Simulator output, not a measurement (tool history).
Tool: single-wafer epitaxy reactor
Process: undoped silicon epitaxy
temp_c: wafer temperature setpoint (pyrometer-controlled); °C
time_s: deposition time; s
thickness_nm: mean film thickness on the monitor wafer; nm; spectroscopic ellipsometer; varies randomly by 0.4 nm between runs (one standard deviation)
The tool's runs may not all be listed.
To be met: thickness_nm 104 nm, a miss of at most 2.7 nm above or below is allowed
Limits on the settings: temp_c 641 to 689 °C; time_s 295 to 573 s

run  hour  temp_c  time_s  thickness_nm
  1     0     665     434        87.839
  2   6.9     666     434        90.382
  3  12.8     667     434        92.088
  4  19.1     667     407        86.171
  5  21.4     667     428        91.349
  6  27.9     668     428        92.171
  7  35.1     669     428         93.93
  8  39.3     670     428        96.192

Which one of the following 5 next-run settings gets every result inside its allowed miss? There is exactly one.
  A  43.5     668     454             ?
  B  43.5     672     416             ?
  C  43.5     679     394             ?
  D  43.5     664     453             ?
  E  43.5     670     386             ?

move  thickness_nm
   A        98.105
   B        96.757
   C        104.09
   D        90.896
   E        86.542
A: nearer the targets than the last run, but a result is still out of spec
B: nearer the targets than the last run, but a result is still out of spec
C: meets every target
D: lands further from the targets than the last run did
E: lands further from the targets than the last run did
The right move is C.
